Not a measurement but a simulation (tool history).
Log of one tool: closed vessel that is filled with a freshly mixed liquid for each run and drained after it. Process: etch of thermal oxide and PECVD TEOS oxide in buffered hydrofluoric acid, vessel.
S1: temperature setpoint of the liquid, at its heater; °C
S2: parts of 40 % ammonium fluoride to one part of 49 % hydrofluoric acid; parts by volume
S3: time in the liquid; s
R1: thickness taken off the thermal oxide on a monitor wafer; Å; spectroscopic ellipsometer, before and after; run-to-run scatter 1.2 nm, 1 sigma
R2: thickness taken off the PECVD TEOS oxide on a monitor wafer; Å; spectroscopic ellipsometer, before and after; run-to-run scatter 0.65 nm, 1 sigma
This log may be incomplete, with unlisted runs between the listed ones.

run,hour,S1,S2,S3,R1,R2
1,0.0,22.0,10.5,60,594.27,778.44
2,6.2,24.0,9.5,60,725.12,942.83
3,10.6,24.0,9.5,85,1034.80,1336.40
4,14.7,25.5,9.5,85,1136.10,1451.70
5,23.0,25.5,11.0,85,993.23,1276.70
6,31.1,25.5,9.5,85,1119.40,1450.00
7,39.4,26.5,9.5,85,1162.50,1522.60

Run 8 has not been measured yet. What should we expect?
8,41.2,27.0,9.5,85,?,?

R1: 1219.40 Å
R2: 1572.90 Å
